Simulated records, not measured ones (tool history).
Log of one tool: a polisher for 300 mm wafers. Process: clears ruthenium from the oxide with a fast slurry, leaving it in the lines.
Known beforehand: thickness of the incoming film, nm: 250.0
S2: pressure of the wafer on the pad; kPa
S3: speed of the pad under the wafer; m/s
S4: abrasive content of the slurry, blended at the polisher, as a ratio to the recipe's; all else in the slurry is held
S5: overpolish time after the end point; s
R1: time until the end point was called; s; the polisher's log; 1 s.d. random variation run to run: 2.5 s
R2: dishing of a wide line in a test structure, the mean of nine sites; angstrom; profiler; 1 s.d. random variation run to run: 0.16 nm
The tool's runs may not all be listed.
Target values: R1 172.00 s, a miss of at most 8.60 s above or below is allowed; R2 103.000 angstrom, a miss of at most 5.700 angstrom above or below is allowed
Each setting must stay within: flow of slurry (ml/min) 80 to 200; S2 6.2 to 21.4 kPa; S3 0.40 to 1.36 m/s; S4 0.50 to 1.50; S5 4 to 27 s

Run 1, day 0.000: flow of slurry (ml/min) 130, S2 13.8 kPa, S3 0.88 m/s, S4 1.00, S5 14 s. Result: R1 110.09 s, R2 206.910 angstrom.
Run 2, day 0.325: flow of slurry (ml/min) 130, S2 12.4 kPa, S3 0.88 m/s, S4 1.00, S5 14 s. Result: R1 117.59 s, R2 190.820 angstrom.
Run 3, day 0.492: flow of slurry (ml/min) 130, S2 13.8 kPa, S3 0.88 m/s, S4 1.00, S5 14 s. Result: R1 106.29 s, R2 202.510 angstrom.
Run 4, day 0.608: flow of slurry (ml/min) 130, S2 13.8 kPa, S3 0.88 m/s, S4 1.10, S5 14 s. Result: R1 102.93 s, R2 216.490 angstrom.
Run 5, day 0.917: flow of slurry (ml/min) 135, S2 12.4 kPa, S3 0.86 m/s, S4 1.10, S5 13 s. Result: R1 115.96 s, R2 182.620 angstrom.
Run 6, day 1.062: flow of slurry (ml/min) 135, S2 12.4 kPa, S3 0.86 m/s, S4 1.10, S5 8 s. Result: R1 118.67 s, R2 119.900 angstrom.
Run 7, day 1.100: flow of slurry (ml/min) 130, S2 11.0 kPa, S3 0.86 m/s, S4 1.10, S5 9 s. Result: R1 125.64 s, R2 120.750 angstrom.
Run 8, day 1.417: flow of slurry (ml/min) 130, S2 9.7 kPa, S3 0.84 m/s, S4 1.10, S5 10 s. Result: R1 150.38 s, R2 116.940 angstrom.
Run 9, day 1.500: flow of slurry (ml/min) 130, S2 9.0 kPa, S3 0.84 m/s, S4 1.10, S5 10 s. Result: R1 156.18 s, R2 112.240 angstrom.
Run 10, day 1.792: flow of slurry (ml/min) 115, S2 7.6 kPa, S3 0.84 m/s, S4 1.10, S5 10 s. Result: R1 184.65 s, R2 96.743 angstrom.
Run 11, day 1.850: flow of slurry (ml/min) 120, S2 7.6 kPa, S3 0.84 m/s, S4 1.10, S5 10 s. Result: R1 182.73 s, R2 98.100 angstrom.
Run 12, day 1.938: flow of slurry (ml/min) 125, S2 7.6 kPa, S3 0.84 m/s, S4 1.10, S5 10 s. Result: R1 182.52 s, R2 96.727 angstrom.

5 next moves are on the table. One of them brings every result within its allowed miss. Which?
Run A, day 2.025: flow of slurry (ml/min) 85, S2 10.3 kPa, S3 0.80 m/s, S4 1.20, S5 8 s. Result: R1 ?, R2 ?.
Run B, day 2.025: flow of slurry (ml/min) 105, S2 7.6 kPa, S3 0.88 m/s, S4 1.20, S5 10 s. Result: R1 ?, R2 ?.
Run C, day 2.025: flow of slurry (ml/min) 125, S2 7.6 kPa, S3 0.76 m/s, S4 1.00, S5 12 s. Result: R1 ?, R2 ?.
Run D, day 2.025: flow of slurry (ml/min) 135, S2 9.0 kPa, S3 0.76 m/s, S4 0.75, S5 13 s. Result: R1 ?, R2 ?.
Run E, day 2.025: flow of slurry (ml/min) 125, S2 6.2 kPa, S3 0.88 m/s, S4 1.15, S5 14 s. Result: R1 ?, R2 ?.

move      R1       R2
   A  159.61   91.208
   B  176.31  102.210
   C  207.36  104.100
   D  200.32  115.540
   E  200.48  123.420
A: takes the result that was furthest off past its target
B: in spec on every target
C: its largest miss is bigger than the last run's
D: its largest miss is bigger than the last run's
E: its largest miss is bigger than the last run's
So the answer is move B, the one that meets all the targets.

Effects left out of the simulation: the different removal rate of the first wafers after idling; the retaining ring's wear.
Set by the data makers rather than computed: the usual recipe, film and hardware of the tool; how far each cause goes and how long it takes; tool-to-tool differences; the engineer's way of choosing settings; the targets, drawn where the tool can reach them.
